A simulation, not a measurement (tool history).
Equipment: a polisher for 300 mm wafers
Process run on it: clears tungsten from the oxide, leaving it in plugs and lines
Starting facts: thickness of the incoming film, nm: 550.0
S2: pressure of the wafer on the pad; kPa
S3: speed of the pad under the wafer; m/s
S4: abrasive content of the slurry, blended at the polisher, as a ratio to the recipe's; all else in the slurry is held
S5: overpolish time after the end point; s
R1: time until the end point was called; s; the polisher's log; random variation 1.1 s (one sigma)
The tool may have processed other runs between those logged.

run 1 hour=0 | flow_of_slurry_(ml/min)=290 S2=24.1 S3=1.28 S4=1 S5=49 | R1=107.54
run 2 hour=3.9 | flow_of_slurry_(ml/min)=350 S2=24.1 S3=1.28 S4=1 S5=49 | R1=104.93
run 3 hour=7.9 | flow_of_slurry_(ml/min)=350 S2=24.8 S3=1.28 S4=1 S5=49 | R1=101.55
run 4 hour=13.7 | flow_of_slurry_(ml/min)=350 S2=25.5 S3=1.28 S4=1 S5=49 | R1=100.15
run 5 hour=22.2 | flow_of_slurry_(ml/min)=405 S2=25.5 S3=1.28 S4=1 S5=49 | R1=97.841
run 6 hour=24.1 | flow_of_slurry_(ml/min)=405 S2=25.5 S3=1.28 S4=0.8 S5=49 | R1=100.35
run 7 hour=29.3 | flow_of_slurry_(ml/min)=405 S2=26.2 S3=1.28 S4=0.8 S5=49 | R1=98.156

Run 8 has not been measured yet. What should we expect?
run 8 hour=33 | flow_of_slurry_(ml/min)=405 S2=33.1 S3=1.34 S4=0.8 S5=49 | R1=?

Run 8 came out at R1 80.178 s.
